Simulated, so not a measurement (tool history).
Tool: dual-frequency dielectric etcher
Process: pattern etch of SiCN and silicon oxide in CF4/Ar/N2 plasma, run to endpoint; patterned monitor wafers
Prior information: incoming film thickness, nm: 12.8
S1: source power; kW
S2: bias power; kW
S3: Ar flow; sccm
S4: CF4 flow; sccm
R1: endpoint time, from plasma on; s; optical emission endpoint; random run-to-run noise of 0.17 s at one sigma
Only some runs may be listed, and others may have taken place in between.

run 1 hour=0 | S1=0.46 S2=0.076 S3=127 S4=52 | R1=16.26
run 2 hour=1.8 | S1=0.46 S2=0.088 S3=127 S4=52 | R1=15.43
run 3 hour=7.1 | S1=0.42 S2=0.087 S3=128 S4=52 | R1=17.029
run 4 hour=12.9 | S1=0.42 S2=0.087 S3=147 S4=52 | R1=17.331
run 5 hour=18.7 | S1=0.4 S2=0.087 S3=147 S4=52 | R1=18.031
run 6 hour=25.5 | S1=0.4 S2=0.087 S3=129 S4=52 | R1=17.864

What will run 7 give?
run 7 hour=27.7 | S1=0.39 S2=0.087 S3=129 S4=52 | R1=?

Run 7 came out at R1 18.621 s.
